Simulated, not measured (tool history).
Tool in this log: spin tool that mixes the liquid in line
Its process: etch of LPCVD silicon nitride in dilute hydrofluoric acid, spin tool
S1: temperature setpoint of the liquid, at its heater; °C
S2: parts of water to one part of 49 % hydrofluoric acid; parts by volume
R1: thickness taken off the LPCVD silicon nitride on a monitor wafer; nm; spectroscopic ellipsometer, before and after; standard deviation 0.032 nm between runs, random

Run 1, hour 0.0: S1 24.0 °C, S2 115 parts by volume, time under the liquid (s) 310. Result: R1 1.4375 nm.
Run 2, hour 2.1: S1 24.0 °C, S2 90 parts by volume, time under the liquid (s) 310. Result: R1 1.9292 nm.
Run 3, hour 5.9: S1 23.5 °C, S2 100 parts by volume, time under the liquid (s) 310. Result: R1 1.6010 nm.
Run 4, hour 11.9: S1 23.5 °C, S2 100 parts by volume, time under the liquid (s) 310. Result: R1 1.6505 nm.
Run 5, hour 14.6: S1 23.0 °C, S2 110 parts by volume, time under the liquid (s) 310. Result: R1 1.3985 nm.
Run 6, hour 19.0: S1 23.0 °C, S2 110 parts by volume, time under the liquid (s) 330. Result: R1 1.5473 nm.
Run 7, hour 26.1: S1 22.5 °C, S2 115 parts by volume, time under the liquid (s) 325. Result: R1 1.3543 nm.
Run 8, hour 31.0: S1 22.5 °C, S2 115 parts by volume, time under the liquid (s) 325. Result: R1 1.3923 nm.
Run 9, hour 36.7: S1 22.0 °C, S2 120 parts by volume, time under the liquid (s) 325. Result: R1 1.2775 nm.

Expected results for the next run?
Run 10, hour 45.0: S1 21.5 °C, S2 125 parts by volume, time under the liquid (s) 325. Result: R1 ?.

{"run 10": {"R1": 1.1692}}
